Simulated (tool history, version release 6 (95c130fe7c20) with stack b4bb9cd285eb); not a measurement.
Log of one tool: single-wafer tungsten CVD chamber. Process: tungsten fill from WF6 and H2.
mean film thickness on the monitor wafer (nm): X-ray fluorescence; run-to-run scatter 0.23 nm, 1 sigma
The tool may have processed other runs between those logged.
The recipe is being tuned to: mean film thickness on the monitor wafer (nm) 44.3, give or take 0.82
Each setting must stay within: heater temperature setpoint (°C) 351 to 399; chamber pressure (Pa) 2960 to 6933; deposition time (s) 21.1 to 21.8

run  hour  heater temperature setpoint (°C)  chamber pressure (Pa)  deposition time (s)  mean film thickness on the monitor wafer (nm)
  1     0                               375                   4946                 21.1                                         39.585
  2   3.6                               368                   4946                 21.1                                         33.051
  3   9.8                               371                   4960                 21.1                                         35.685
  4  18.4                               371                   4333                 21.1                                          33.54
  5  23.2                               371                   4333                 21.1                                         33.528
  6  30.1                               374                   4346                 21.1                                         36.163
  7  31.9                               376                   4360                 21.1                                         38.023
  8  38.6                               376                   4360                 21.1                                         38.143
  9  41.2                               378                   4360                 21.1                                          39.74
 10    47                               379                   4360                 21.1                                          41.17
 11  51.4                               380                   4360                 21.1                                         41.567
 12    54                               381                   4360                 21.1                                         42.506

Next run, 5 choices. One meets every target within its allowed miss, the rest don't. Which?
  A  56.6                               379                   4226                 21.1                                              ?
  B  56.6                               378                   4573                 21.1                                              ?
  C  56.6                               379                   4426                 21.1                                              ?
  D  56.6                               381                   4813                 21.1                                              ?
  E  56.6                               379                   4400                 21.1                                              ?

move  mean film thickness on the monitor wafer (nm)
   A                                         40.547
   B                                         40.952
   C                                         41.345
   D                                         44.852
   E                                         41.239
A: its largest miss is bigger than the last run's
B: its largest miss is bigger than the last run's
C: its largest miss is bigger than the last run's
D: hits every target within its allowed miss
E: its largest miss is bigger than the last run's
The move that meets every target is D.
